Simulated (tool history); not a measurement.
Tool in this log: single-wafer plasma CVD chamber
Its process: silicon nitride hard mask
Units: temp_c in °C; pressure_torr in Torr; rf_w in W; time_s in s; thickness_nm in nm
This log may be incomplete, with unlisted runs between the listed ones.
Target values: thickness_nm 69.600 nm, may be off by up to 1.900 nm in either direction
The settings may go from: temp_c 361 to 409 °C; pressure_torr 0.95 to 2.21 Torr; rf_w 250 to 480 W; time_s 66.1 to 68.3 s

| run | hour | temp_c | pressure_torr | rf_w | time_s | thickness_nm |
|---|---|---|---|---|---|---|
| 1 | 0.0 | 385 | 1.58 | 365 | 66.1 | 86.319 |
| 2 | 1.0 | 385 | 1.48 | 350 | 66.1 | 82.404 |
| 3 | 2.8 | 385 | 1.48 | 350 | 68.3 | 85.190 |
| 4 | 4.1 | 385 | 1.41 | 335 | 68.0 | 81.649 |
| 5 | 12.1 | 392 | 1.41 | 335 | 68.0 | 81.120 |
| 6 | 17.8 | 392 | 1.41 | 315 | 68.0 | 77.391 |
| 7 | 23.1 | 392 | 1.35 | 310 | 67.9 | 75.919 |
| 8 | 30.2 | 392 | 1.30 | 305 | 67.9 | 74.057 |
| 9 | 34.7 | 392 | 1.26 | 305 | 67.9 | 74.069 |
| 10 | 38.6 | 392 | 1.22 | 300 | 67.9 | 72.624 |

Exercise: of the 5 proposed moves below, exactly one satisfies all targets within the stated allowed misses. Which move is it?
| A | 42.5 | 402 | 1.31 | 315 | 68.3 | ? |
| B | 42.5 | 382 | 1.38 | 285 | 66.1 | ? |
| C | 42.5 | 384 | 1.11 | 350 | 66.1 | ? |
| D | 42.5 | 391 | 1.30 | 355 | 66.2 | ? |
| E | 42.5 | 391 | 1.21 | 310 | 68.3 | ? |

| move | thickness_nm |
|---|---|
| A | 76.422 |
| B | 69.903 |
| C | 77.418 |
| D | 80.955 |
| E | 74.489 |
A: further off than the last run
B: hits every target within its allowed miss
C: further off than the last run
D: further off than the last run
E: further off than the last run
B is the move that brings every result within its allowed miss.

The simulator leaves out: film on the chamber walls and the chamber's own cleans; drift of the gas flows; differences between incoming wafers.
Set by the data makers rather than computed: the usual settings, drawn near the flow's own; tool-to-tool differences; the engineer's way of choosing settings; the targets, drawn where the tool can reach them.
